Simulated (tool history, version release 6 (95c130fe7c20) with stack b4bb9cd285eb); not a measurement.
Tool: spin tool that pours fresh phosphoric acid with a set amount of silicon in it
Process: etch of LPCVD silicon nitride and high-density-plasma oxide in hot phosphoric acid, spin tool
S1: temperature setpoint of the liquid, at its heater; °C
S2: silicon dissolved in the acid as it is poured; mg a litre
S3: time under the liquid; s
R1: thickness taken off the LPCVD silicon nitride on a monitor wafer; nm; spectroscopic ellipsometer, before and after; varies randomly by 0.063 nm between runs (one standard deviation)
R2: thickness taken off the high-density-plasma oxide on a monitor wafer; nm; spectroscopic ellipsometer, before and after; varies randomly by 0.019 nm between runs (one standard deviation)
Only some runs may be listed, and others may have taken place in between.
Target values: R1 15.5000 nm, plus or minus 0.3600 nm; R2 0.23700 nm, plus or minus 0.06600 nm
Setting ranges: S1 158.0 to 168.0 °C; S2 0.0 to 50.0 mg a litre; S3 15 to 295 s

run  hour     S1    S2   S3       R1       R2
  1   0.0  163.0  26.5  150  13.1310  0.41865
  2   1.2  164.0  33.0  150  13.5660  0.29755
  3   6.1  165.0  34.5  150  14.1340  0.32571
  4   7.2  165.5  37.5  150  14.3860  0.21364
  5  12.3  166.0  36.5  150  14.5930  0.25186
  6  15.8  166.0  36.5   90   8.7189  0.16327
  7  19.6  166.5  37.0  110  10.8850  0.20820
  8  20.5  167.0  38.0  120  12.0320  0.24553

Of the 4 settings listed for the next run, only one would bring every result within its allowed miss of target. Which one?
  A  21.4  167.5  31.0  110   ?   ?
  B  21.4  167.5  27.5   80   ?   ?
  C  21.4  168.0  37.5  130   ?   ?
  D  21.4  168.0  41.5  150   ?   ?

move       R1       R2
   A  11.1950  0.31366
   B   8.1419  0.26138
   C  13.4470  0.28013
   D  15.5160  0.24935
A: its largest miss is bigger than the last run's
B: its largest miss is bigger than the last run's
C: nearer than the last run, and not there yet
D: all results land within tolerance of their targets
Move D is the one to make.
